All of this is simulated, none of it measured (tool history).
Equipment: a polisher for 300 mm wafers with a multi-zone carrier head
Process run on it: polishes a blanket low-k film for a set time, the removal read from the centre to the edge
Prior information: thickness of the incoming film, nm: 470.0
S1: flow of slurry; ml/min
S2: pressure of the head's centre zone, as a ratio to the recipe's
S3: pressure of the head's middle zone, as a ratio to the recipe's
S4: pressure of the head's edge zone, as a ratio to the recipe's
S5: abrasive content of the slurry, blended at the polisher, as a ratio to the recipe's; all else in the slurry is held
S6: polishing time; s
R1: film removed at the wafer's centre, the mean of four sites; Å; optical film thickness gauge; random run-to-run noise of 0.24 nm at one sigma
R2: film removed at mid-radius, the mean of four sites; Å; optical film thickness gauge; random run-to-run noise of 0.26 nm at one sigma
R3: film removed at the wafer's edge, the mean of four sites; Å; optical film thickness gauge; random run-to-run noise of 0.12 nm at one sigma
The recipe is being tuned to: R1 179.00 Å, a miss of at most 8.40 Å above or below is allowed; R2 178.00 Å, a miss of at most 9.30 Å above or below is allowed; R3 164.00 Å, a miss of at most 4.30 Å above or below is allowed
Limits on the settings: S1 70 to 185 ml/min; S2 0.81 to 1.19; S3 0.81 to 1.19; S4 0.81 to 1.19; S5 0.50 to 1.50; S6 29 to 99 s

{"run": 1, "hour": 0.0, "S1": 120, "S2": 1.0, "S3": 1.0, "S4": 1.0, "S5": 1.0, "S6": 64, "R1": 243.66, "R2": 235.37, "R3": 237.38}
{"run": 2, "hour": 5.7, "S1": 115, "S2": 1.0, "S3": 1.01, "S4": 0.95, "S5": 0.85, "S6": 63, "R1": 206.02, "R2": 207.3, "R3": 202.2}
{"run": 3, "hour": 13.5, "S1": 115, "S2": 1.0, "S3": 1.01, "S4": 0.95, "S5": 0.85, "S6": 71, "R1": 238.33, "R2": 236.14, "R3": 226.84}
{"run": 4, "hour": 18.7, "S1": 115, "S2": 1.0, "S3": 1.01, "S4": 0.95, "S5": 0.85, "S6": 84, "R1": 278.45, "R2": 273.83, "R3": 268.38}
{"run": 5, "hour": 19.3, "S1": 115, "S2": 0.96, "S3": 1.01, "S4": 0.95, "S5": 0.85, "S6": 84, "R1": 259.18, "R2": 273.95, "R3": 270.64}
{"run": 6, "hour": 20.2, "S1": 115, "S2": 0.96, "S3": 1.01, "S4": 0.95, "S5": 0.85, "S6": 75, "R1": 238.58, "R2": 249.87, "R3": 244.81}
{"run": 7, "hour": 24.2, "S1": 105, "S2": 0.98, "S3": 1.0, "S4": 0.9, "S5": 0.75, "S6": 74, "R1": 210.85, "R2": 212.62, "R3": 206.89}
{"run": 8, "hour": 28.7, "S1": 95, "S2": 0.99, "S3": 1.01, "S4": 0.87, "S5": 0.7, "S6": 74, "R1": 197.51, "R2": 202.12, "R3": 189.08}
{"run": 9, "hour": 30.7, "S1": 90, "S2": 1.0, "S3": 1.0, "S4": 0.85, "S5": 0.7, "S6": 74, "R1": 197.23, "R2": 193.35, "R3": 186.94}
{"run": 10, "hour": 39.3, "S1": 90, "S2": 1.02, "S3": 1.05, "S4": 0.81, "S5": 0.5, "S6": 72, "R1": 128.02, "R2": 131.05, "R3": 116.25}
{"run": 11, "hour": 40.8, "S1": 120, "S2": 1.0, "S3": 1.01, "S4": 0.82, "S5": 0.55, "S6": 72, "R1": 151.18, "R2": 156.97, "R3": 138.88}
{"run": 12, "hour": 46.6, "S1": 130, "S2": 1.0, "S3": 0.98, "S4": 0.82, "S5": 0.55, "S6": 72, "R1": 156.91, "R2": 151.83, "R3": 142.4}

5 candidate next runs follow, results not yet known. Just one meets every target within its allowed miss. Identify it.
{"run": "A", "hour": 52.4, "S1": 115, "S2": 1.09, "S3": 0.81, "S4": 0.86, "S5": 0.6, "S6": 74, "R1": "?", "R2": "?", "R3": "?"}
{"run": "B", "hour": 52.4, "S1": 80, "S2": 0.81, "S3": 0.81, "S4": 1.04, "S5": 0.75, "S6": 60, "R1": "?", "R2": "?", "R3": "?"}
{"run": "C", "hour": 52.4, "S1": 125, "S2": 1.02, "S3": 0.81, "S4": 0.84, "S5": 0.55, "S6": 62, "R1": "?", "R2": "?", "R3": "?"}
{"run": "D", "hour": 52.4, "S1": 130, "S2": 0.86, "S3": 1.16, "S4": 0.81, "S5": 0.6, "S6": 63, "R1": "?", "R2": "?", "R3": "?"}
{"run": "E", "hour": 52.4, "S1": 180, "S2": 0.98, "S3": 0.97, "S4": 0.83, "S5": 0.85, "S6": 51, "R1": "?", "R2": "?", "R3": "?"}

move=A R1=193.22 R2=145.58 R3=161.53
move=B R1=135.03 R2=138.91 R3=172.17
move=C R1=137.55 R2=110.62 R3=120.86
move=D R1=133.07 R2=171.39 R3=135.29
move=E R1=181.55 R2=174.93 R3=160.72
A: brings the result that was furthest off to its target, and leaves another outside
B: takes the biggest miss from the last run beyond its target
C: misses by more than the last run did
D: misses by more than the last run did
E: meets every target
The move that meets every target is E.

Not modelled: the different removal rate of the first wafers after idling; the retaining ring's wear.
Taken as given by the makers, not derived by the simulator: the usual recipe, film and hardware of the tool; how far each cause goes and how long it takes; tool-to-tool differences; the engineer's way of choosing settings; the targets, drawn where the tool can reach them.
